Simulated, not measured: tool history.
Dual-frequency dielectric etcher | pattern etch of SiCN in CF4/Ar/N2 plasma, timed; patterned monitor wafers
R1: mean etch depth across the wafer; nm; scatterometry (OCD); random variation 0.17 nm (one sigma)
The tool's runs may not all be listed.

Run 1, hour 0: source power (kW) 0.57, bias power (kW) 0.076, Ar flow (sccm) 114, CF4 flow (sccm) 64, etch time (s) 99. Result: R1 86.8 nm.
Run 2, hour 5.6: source power (kW) 0.53, bias power (kW) 0.075, Ar flow (sccm) 114, CF4 flow (sccm) 64, etch time (s) 99. Result: R1 81.095 nm.
Run 3, hour 8.7: source power (kW) 0.53, bias power (kW) 0.081, Ar flow (sccm) 114, CF4 flow (sccm) 64, etch time (s) 99. Result: R1 83.476 nm.
Run 4, hour 14.5: source power (kW) 0.59, bias power (kW) 0.081, Ar flow (sccm) 114, CF4 flow (sccm) 64, etch time (s) 99. Result: R1 91.884 nm.
Run 5, hour 15.6: source power (kW) 0.54, bias power (kW) 0.08, Ar flow (sccm) 114, CF4 flow (sccm) 64, etch time (s) 99. Result: R1 84.49 nm.
At hour 18.9: source power generator calibrated.
Run 6, hour 18.9: source power (kW) 0.54, bias power (kW) 0.08, Ar flow (sccm) 114, CF4 flow (sccm) 64, etch time (s) 103. Result: R1 91.667 nm.
Run 7, hour 21: source power (kW) 0.49, bias power (kW) 0.079, Ar flow (sccm) 114, CF4 flow (sccm) 64, etch time (s) 103. Result: R1 83.564 nm.
Run 8, hour 24.3: source power (kW) 0.39, bias power (kW) 0.077, Ar flow (sccm) 115, CF4 flow (sccm) 64, etch time (s) 103. Result: R1 67.547 nm.
Run 9, hour 30: source power (kW) 0.4, bias power (kW) 0.077, Ar flow (sccm) 115, CF4 flow (sccm) 64, etch time (s) 103. Result: R1 69.015 nm.

The next listed run, before its measurement:
Run 10, hour 36.9: source power (kW) 0.41, bias power (kW) 0.077, Ar flow (sccm) 115, CF4 flow (sccm) 64, etch time (s) 103. Result: R1 ?.

{"run 10": {"R1": 70.584}}
